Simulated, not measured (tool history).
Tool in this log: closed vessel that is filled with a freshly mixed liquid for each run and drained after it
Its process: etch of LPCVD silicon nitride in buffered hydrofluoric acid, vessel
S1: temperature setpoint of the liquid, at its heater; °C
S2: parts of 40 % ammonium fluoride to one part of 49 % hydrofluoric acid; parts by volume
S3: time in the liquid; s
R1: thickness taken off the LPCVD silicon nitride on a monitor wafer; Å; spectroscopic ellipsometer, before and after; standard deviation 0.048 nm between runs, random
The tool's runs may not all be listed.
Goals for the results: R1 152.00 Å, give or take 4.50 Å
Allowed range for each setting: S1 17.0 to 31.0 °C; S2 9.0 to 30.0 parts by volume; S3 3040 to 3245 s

{"run": 1, "hour": 0.0, "S1": 23.0, "S2": 24.0, "S3": 3040, "R1": 190.61}
{"run": 2, "hour": 4.4, "S1": 26.0, "S2": 24.0, "S3": 3040, "R1": 224.98}
{"run": 3, "hour": 7.3, "S1": 24.5, "S2": 24.0, "S3": 3040, "R1": 206.72}
{"run": 4, "hour": 16.0, "S1": 24.5, "S2": 24.0, "S3": 3245, "R1": 220.83}
{"run": 5, "hour": 23.0, "S1": 24.5, "S2": 28.5, "S3": 3245, "R1": 191.56}
{"run": 6, "hour": 28.9, "S1": 24.0, "S2": 28.5, "S3": 3245, "R1": 187.49}
{"run": 7, "hour": 31.4, "S1": 23.5, "S2": 28.5, "S3": 3245, "R1": 182.74}
{"run": 8, "hour": 39.9, "S1": 23.0, "S2": 28.5, "S3": 3245, "R1": 176.25}
{"hour": 46.8, "done": "hydrofluoric acid flow meter replaced"}
{"run": 9, "hour": 46.8, "S1": 22.5, "S2": 28.5, "S3": 3245, "R1": 191.62}
{"run": 10, "hour": 52.7, "S1": 22.0, "S2": 28.5, "S3": 3220, "R1": 184.91}
{"run": 11, "hour": 54.9, "S1": 21.5, "S2": 28.5, "S3": 3200, "R1": 178.98}
{"run": 12, "hour": 62.4, "S1": 21.0, "S2": 28.5, "S3": 3185, "R1": 172.61}
{"run": 13, "hour": 70.0, "S1": 20.5, "S2": 28.5, "S3": 3185, "R1": 168.74}

Below are 4 possible settings for the next run. Only one of them brings all results inside the allowed miss of their targets. Which is it?
{"run": "A", "hour": 77.6, "S1": 20.5, "S2": 28.5, "S3": 3095, "R1": "?"}
{"run": "B", "hour": 77.6, "S1": 18.5, "S2": 25.5, "S3": 3225, "R1": "?"}
{"run": "C", "hour": 77.6, "S1": 21.0, "S2": 29.0, "S3": 3040, "R1": "?"}
{"run": "D", "hour": 77.6, "S1": 20.0, "S2": 30.0, "S3": 3100, "R1": "?"}

move=A R1=163.20
move=B R1=164.04
move=C R1=162.89
move=D R1=153.39
A: closes in on the targets versus the last run, not all within tolerance yet
B: closes in on the targets versus the last run, not all within tolerance yet
C: closes in on the targets versus the last run, not all within tolerance yet
D: in spec on every target
The move that meets every target is D.

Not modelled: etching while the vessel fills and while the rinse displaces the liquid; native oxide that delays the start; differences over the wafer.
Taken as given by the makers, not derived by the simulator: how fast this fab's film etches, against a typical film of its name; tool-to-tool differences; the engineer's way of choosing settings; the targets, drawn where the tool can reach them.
